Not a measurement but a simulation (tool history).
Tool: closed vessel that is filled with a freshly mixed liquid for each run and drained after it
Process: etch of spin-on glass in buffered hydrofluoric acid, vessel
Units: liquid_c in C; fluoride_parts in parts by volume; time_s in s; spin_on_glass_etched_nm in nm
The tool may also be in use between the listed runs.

run	day	liquid_c	fluoride_parts	time_s	spin_on_glass_etched_nm
1	0	21	14	90	117.81
2	0.325	21	14	100	128.56
3	0.579	21	14	100	129.72
4	0.633	20.5	14.5	100	123.11
5	0.671	20	15	100	114.22
6	0.875	19.5	15.5	100	106.1
7	1.217	19	16	100	102.84
8	1.238	19	16.5	100	98.022
9	1.375	19	17	100	96.291
10	1.592	19	17.5	100	92.894

Forecast run 11:
11	1.8	19	18	100	?

Run 11 gave spin_on_glass_etched_nm 90.765 nm.
